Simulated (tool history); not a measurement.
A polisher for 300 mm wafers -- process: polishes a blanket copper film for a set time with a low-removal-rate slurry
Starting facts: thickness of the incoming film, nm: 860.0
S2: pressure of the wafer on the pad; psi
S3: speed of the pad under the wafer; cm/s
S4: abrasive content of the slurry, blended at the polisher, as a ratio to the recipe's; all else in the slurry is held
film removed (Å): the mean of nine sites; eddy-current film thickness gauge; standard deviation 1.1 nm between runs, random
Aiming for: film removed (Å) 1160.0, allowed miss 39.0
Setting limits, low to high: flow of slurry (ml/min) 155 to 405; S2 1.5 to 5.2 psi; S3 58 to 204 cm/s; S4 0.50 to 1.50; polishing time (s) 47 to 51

Run 1, day 0.000: flow of slurry (ml/min) 260, S2 3.3 psi, S3 130 cm/s, S4 1.00, polishing time (s) 51. Result: film removed (Å) 1822.3.
Run 2, day 0.350: flow of slurry (ml/min) 260, S2 3.6 psi, S3 130 cm/s, S4 1.00, polishing time (s) 51. Result: film removed (Å) 2003.5.
Run 3, day 0.604: flow of slurry (ml/min) 260, S2 3.4 psi, S3 130 cm/s, S4 1.00, polishing time (s) 51. Result: film removed (Å) 1879.5.
Run 4, day 0.883: flow of slurry (ml/min) 260, S2 3.4 psi, S3 130 cm/s, S4 0.85, polishing time (s) 51. Result: film removed (Å) 1806.6.
Run 5, day 1.017: flow of slurry (ml/min) 260, S2 3.4 psi, S3 130 cm/s, S4 0.95, polishing time (s) 51. Result: film removed (Å) 1871.7.
Run 6, day 1.096: flow of slurry (ml/min) 260, S2 3.0 psi, S3 130 cm/s, S4 0.95, polishing time (s) 51. Result: film removed (Å) 1610.1.
Run 7, day 1.404: flow of slurry (ml/min) 260, S2 2.9 psi, S3 130 cm/s, S4 0.95, polishing time (s) 51. Result: film removed (Å) 1581.9.
Run 8, day 1.758: flow of slurry (ml/min) 260, S2 2.8 psi, S3 130 cm/s, S4 0.95, polishing time (s) 51. Result: film removed (Å) 1527.5.
Run 9, day 2.062: flow of slurry (ml/min) 260, S2 2.7 psi, S3 130 cm/s, S4 0.95, polishing time (s) 51. Result: film removed (Å) 1473.5.
Run 10, day 2.129: flow of slurry (ml/min) 260, S2 2.6 psi, S3 130 cm/s, S4 0.95, polishing time (s) 51. Result: film removed (Å) 1417.9.
At day 2.350: slurry nozzle cleaned.
Run 11, day 2.350: flow of slurry (ml/min) 260, S2 2.5 psi, S3 130 cm/s, S4 0.95, polishing time (s) 51. Result: film removed (Å) 1412.9.
Run 12, day 2.379: flow of slurry (ml/min) 260, S2 2.4 psi, S3 130 cm/s, S4 0.95, polishing time (s) 51. Result: film removed (Å) 1380.3.
Run 13, day 2.492: flow of slurry (ml/min) 260, S2 2.3 psi, S3 130 cm/s, S4 0.95, polishing time (s) 51. Result: film removed (Å) 1296.5.
Run 14, day 2.558: flow of slurry (ml/min) 255, S2 1.9 psi, S3 130 cm/s, S4 0.95, polishing time (s) 51. Result: film removed (Å) 1102.4.
Run 15, day 2.875: flow of slurry (ml/min) 260, S2 1.9 psi, S3 130 cm/s, S4 0.95, polishing time (s) 51. Result: film removed (Å) 1097.5.

5 next moves are on the table. One of them brings every result within its allowed miss. Which?
Run A, day 3.192: flow of slurry (ml/min) 225, S2 2.1 psi, S3 118 cm/s, S4 1.00, polishing time (s) 49. Result: film removed (Å) ?.
Run B, day 3.192: flow of slurry (ml/min) 255, S2 1.7 psi, S3 140 cm/s, S4 0.90, polishing time (s) 51. Result: film removed (Å) ?.
Run C, day 3.192: flow of slurry (ml/min) 215, S2 1.8 psi, S3 158 cm/s, S4 1.15, polishing time (s) 47. Result: film removed (Å) ?.
Run D, day 3.192: flow of slurry (ml/min) 260, S2 2.0 psi, S3 120 cm/s, S4 1.10, polishing time (s) 50. Result: film removed (Å) ?.
Run E, day 3.192: flow of slurry (ml/min) 310, S2 1.7 psi, S3 138 cm/s, S4 1.25, polishing time (s) 47. Result: film removed (Å) ?.

move  film removed (Å)
   A            1054.3
   B            1043.4
   C            1159.5
   D            1080.2
   E            1029.7
A: further off than the last run
B: further off than the last run
C: each result inside its tolerance
D: further off than the last run
E: further off than the last run
Go with C: it meets all targets.
